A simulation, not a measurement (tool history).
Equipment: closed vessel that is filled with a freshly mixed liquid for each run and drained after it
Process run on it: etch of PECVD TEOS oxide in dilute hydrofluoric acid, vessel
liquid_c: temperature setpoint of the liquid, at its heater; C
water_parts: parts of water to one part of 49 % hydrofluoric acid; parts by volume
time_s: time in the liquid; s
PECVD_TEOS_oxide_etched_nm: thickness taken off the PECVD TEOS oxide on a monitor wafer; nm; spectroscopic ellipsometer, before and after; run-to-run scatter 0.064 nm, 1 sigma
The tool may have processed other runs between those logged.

| run | day | liquid_c | water_parts | time_s | PECVD_TEOS_oxide_etched_nm |
|---|---|---|---|---|---|
| 1 | 0 | 24 | 130 | 30 | 5.6518 |
| 2 | 0.171 | 26.5 | 100 | 30 | 8.4445 |
| 3 | 0.483 | 26.5 | 120 | 30 | 6.8896 |
| 4 | 0.754 | 24 | 120 | 30 | 6.2395 |
| 5 | 0.95 | 24 | 120 | 30 | 6.2855 |
| 6 | 1.221 | 24 | 120 | 30 | 6.2459 |
| 7 | 1.412 | 26.5 | 95 | 30 | 8.9883 |

The next listed run, before its measurement:
| 8 | 1.596 | 28 | 80 | 30 | ? |

PECVD_TEOS_oxide_etched_nm: 11.601 nm

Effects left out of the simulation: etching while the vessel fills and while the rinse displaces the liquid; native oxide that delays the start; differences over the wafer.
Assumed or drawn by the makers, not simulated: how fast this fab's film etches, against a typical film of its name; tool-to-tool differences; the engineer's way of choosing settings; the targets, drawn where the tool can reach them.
